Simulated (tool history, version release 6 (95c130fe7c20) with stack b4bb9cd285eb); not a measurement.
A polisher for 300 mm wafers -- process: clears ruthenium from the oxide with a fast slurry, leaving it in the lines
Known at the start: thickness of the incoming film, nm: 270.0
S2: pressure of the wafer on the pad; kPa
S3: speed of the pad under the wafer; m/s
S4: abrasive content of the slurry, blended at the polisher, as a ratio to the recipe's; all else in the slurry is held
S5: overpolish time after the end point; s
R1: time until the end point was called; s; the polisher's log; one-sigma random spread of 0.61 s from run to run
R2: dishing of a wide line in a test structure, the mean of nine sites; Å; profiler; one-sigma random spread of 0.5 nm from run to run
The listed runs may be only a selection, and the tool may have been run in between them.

run 1 day=0 | flow_of_slurry_(ml/min)=290 S2=15.2 S3=0.78 S4=1 S5=9 | R1=95.328 R2=200.82
run 2 day=0.083 | flow_of_slurry_(ml/min)=290 S2=15.2 S3=0.78 S4=1.15 S5=9 | R1=89.474 R2=218.3
run 3 day=0.325 | flow_of_slurry_(ml/min)=290 S2=15.2 S3=0.96 S4=1.15 S5=9 | R1=73.859 R2=252.95
run 4 day=0.588 | flow_of_slurry_(ml/min)=290 S2=15.9 S3=0.96 S4=1.15 S5=9 | R1=70.667 R2=261.19
run 5 day=0.938 | flow_of_slurry_(ml/min)=290 S2=15.9 S3=0.8 S4=1.15 S5=9 | R1=83.046 R2=231.71
run 6 day=1.208 | flow_of_slurry_(ml/min)=340 S2=15.9 S3=0.8 S4=1.15 S5=9 | R1=81.533 R2=233.9
run 7 day=1.325 | flow_of_slurry_(ml/min)=335 S2=16.5 S3=0.8 S4=1.15 S5=9 | R1=78.1 R2=245.3
run 8 day=1.562 | flow_of_slurry_(ml/min)=335 S2=17.2 S3=0.8 S4=1.15 S5=9 | R1=74.719 R2=251.47

Expected results for the next run?
run 9 day=1.938 | flow_of_slurry_(ml/min)=335 S2=17.9 S3=0.82 S4=1.15 S5=9 | R1=? R2=?

R1: 68.707 s
R2: 270.26 Å

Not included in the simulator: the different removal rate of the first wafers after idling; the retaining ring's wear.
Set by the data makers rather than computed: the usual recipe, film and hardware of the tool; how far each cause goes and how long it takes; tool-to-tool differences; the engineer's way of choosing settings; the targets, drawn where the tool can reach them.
